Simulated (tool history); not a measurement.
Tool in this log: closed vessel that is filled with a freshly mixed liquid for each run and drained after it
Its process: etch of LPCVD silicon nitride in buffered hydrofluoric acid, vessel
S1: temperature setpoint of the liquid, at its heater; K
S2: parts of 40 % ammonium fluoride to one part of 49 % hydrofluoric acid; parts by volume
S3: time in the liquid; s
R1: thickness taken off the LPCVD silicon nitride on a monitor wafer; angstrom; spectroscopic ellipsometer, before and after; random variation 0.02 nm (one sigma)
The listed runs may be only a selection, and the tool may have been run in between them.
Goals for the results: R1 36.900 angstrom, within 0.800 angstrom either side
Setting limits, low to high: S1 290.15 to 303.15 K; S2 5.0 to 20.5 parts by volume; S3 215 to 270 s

{"run": 1, "day": 0.0, "S1": 295.15, "S2": 12.5, "S3": 270, "R1": 27.693}
{"run": 2, "day": 0.121, "S1": 295.15, "S2": 11.0, "S3": 270, "R1": 31.819}
{"run": 3, "day": 0.483, "S1": 295.65, "S2": 11.0, "S3": 270, "R1": 32.964}
{"run": 4, "day": 0.546, "S1": 297.15, "S2": 11.0, "S3": 270, "R1": 35.503}
{"run": 5, "day": 0.829, "S1": 297.15, "S2": 11.0, "S3": 270, "R1": 35.176}
{"run": 6, "day": 0.904, "S1": 297.15, "S2": 11.0, "S3": 215, "R1": 28.477}
{"run": 7, "day": 0.983, "S1": 297.65, "S2": 11.0, "S3": 215, "R1": 29.216}
{"run": 8, "day": 1.308, "S1": 298.15, "S2": 11.0, "S3": 215, "R1": 30.007}
{"run": 9, "day": 1.479, "S1": 298.65, "S2": 11.0, "S3": 215, "R1": 30.771}
{"run": 10, "day": 1.55, "S1": 299.15, "S2": 11.0, "S3": 215, "R1": 31.579}
{"run": 11, "day": 1.575, "S1": 299.65, "S2": 11.0, "S3": 215, "R1": 32.42}
{"run": 12, "day": 1.908, "S1": 300.15, "S2": 11.0, "S3": 215, "R1": 33.488}
{"run": 13, "day": 1.962, "S1": 300.65, "S2": 11.0, "S3": 215, "R1": 34.347}
{"run": 14, "day": 2.058, "S1": 301.65, "S2": 11.0, "S3": 215, "R1": 35.739}

Consider the 5 candidate settings below. Which is the only one whose results all fall within their allowed miss of target?
{"run": "A", "day": 2.154, "S1": 303.15, "S2": 14.0, "S3": 235, "R1": "?"}
{"run": "B", "day": 2.154, "S1": 303.15, "S2": 13.5, "S3": 250, "R1": "?"}
{"run": "C", "day": 2.154, "S1": 299.15, "S2": 11.0, "S3": 230, "R1": "?"}
{"run": "D", "day": 2.154, "S1": 301.15, "S2": 11.5, "S3": 220, "R1": "?"}
{"run": "E", "day": 2.154, "S1": 302.65, "S2": 12.0, "S3": 215, "R1": "?"}

move=A R1=33.647
move=B R1=37.092
move=C R1=33.694
move=D R1=34.347
move=E R1=34.861
A: further off than the last run
B: each result inside its tolerance
C: further off than the last run
D: further off than the last run
E: further off than the last run
So the answer is move B, the one that meets all the targets.
